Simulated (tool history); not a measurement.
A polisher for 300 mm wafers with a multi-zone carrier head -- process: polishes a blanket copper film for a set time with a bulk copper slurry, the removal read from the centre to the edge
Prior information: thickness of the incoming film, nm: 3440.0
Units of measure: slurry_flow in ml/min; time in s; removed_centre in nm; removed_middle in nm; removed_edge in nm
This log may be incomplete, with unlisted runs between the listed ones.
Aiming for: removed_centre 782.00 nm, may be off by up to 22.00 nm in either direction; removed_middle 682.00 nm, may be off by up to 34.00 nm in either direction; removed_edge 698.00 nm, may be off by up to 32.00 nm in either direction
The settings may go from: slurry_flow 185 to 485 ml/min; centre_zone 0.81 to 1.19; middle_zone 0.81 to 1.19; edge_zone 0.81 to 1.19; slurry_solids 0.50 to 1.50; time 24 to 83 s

| run | day | slurry_flow | centre_zone | middle_zone | edge_zone | slurry_solids | time | removed_centre | removed_middle | removed_edge |
|---|---|---|---|---|---|---|---|---|---|---|
| 1 | 0.000 | 310 | 1.00 | 1.00 | 1.00 | 1.00 | 53 | 626.70 | 621.52 | 639.40 |
| 2 | 0.350 | 320 | 1.05 | 1.01 | 1.02 | 1.05 | 53 | 661.93 | 625.42 | 628.04 |
| 3 | 0.550 | 320 | 1.06 | 1.00 | 1.03 | 1.15 | 54 | 714.71 | 656.88 | 659.21 |
| 4 | 0.879 | 320 | 1.06 | 1.00 | 1.03 | 1.15 | 44 | 578.33 | 540.47 | 539.36 |
| 5 | 1.092 | 320 | 1.02 | 1.00 | 1.03 | 1.15 | 44 | 546.12 | 530.42 | 542.33 |
| 6 | 1.388 | 320 | 1.05 | 1.00 | 1.03 | 1.15 | 44 | 564.69 | 521.44 | 552.55 |
| 7 | 1.504 | 315 | 1.06 | 1.00 | 1.05 | 1.25 | 47 | 625.98 | 580.97 | 607.21 |
| 8 | 1.754 | 310 | 1.10 | 1.02 | 1.07 | 1.35 | 48 | 669.58 | 615.16 | 629.34 |
| 9 | 1.883 | 315 | 1.13 | 1.03 | 1.09 | 1.40 | 49 | 712.30 | 629.30 | 657.60 |
| 10 | 1.992 | 320 | 1.15 | 1.05 | 1.10 | 1.45 | 49 | 745.65 | 659.54 | 661.99 |
| 11 | 2.188 | 330 | 1.16 | 1.05 | 1.12 | 1.45 | 49 | 756.30 | 671.67 | 663.20 |
| 12 | 2.304 | 325 | 1.16 | 1.04 | 1.13 | 1.45 | 49 | 745.79 | 650.39 | 666.67 |
| 13 | 2.617 | 330 | 1.16 | 1.04 | 1.14 | 1.45 | 49 | 755.80 | 669.71 | 683.89 |
| 14 | 2.958 | 340 | 1.17 | 1.04 | 1.15 | 1.45 | 49 | 764.98 | 647.37 | 705.54 |

Exactly one of the 5 candidate moves below puts every result within its allowed miss. Which one?
| A | 3.300 | 450 | 1.06 | 0.98 | 1.05 | 1.50 | 51 | ? | ? | ? |
| B | 3.300 | 410 | 1.17 | 1.06 | 1.14 | 1.40 | 50 | ? | ? | ? |
| C | 3.300 | 375 | 1.03 | 0.99 | 1.19 | 1.50 | 53 | ? | ? | ? |
| D | 3.300 | 380 | 1.12 | 1.00 | 1.19 | 1.35 | 53 | ? | ? | ? |
| E | 3.300 | 405 | 1.15 | 0.95 | 1.19 | 1.35 | 50 | ? | ? | ? |

| move | removed_centre | removed_middle | removed_edge |
|---|---|---|---|
| A | 734.22 | 681.02 | 705.43 |
| B | 776.05 | 696.03 | 703.01 |
| C | 730.92 | 704.69 | 772.00 |
| D | 774.77 | 691.93 | 751.70 |
| E | 754.24 | 628.03 | 712.20 |
A: the furthest-off result lands on target, but another misses its tolerance
B: meets every target
C: the furthest-off result lands on target, but another misses its tolerance
D: the furthest-off result lands on target, but another misses its tolerance
E: the biggest miss grows against the last run
The move that meets every target is B.
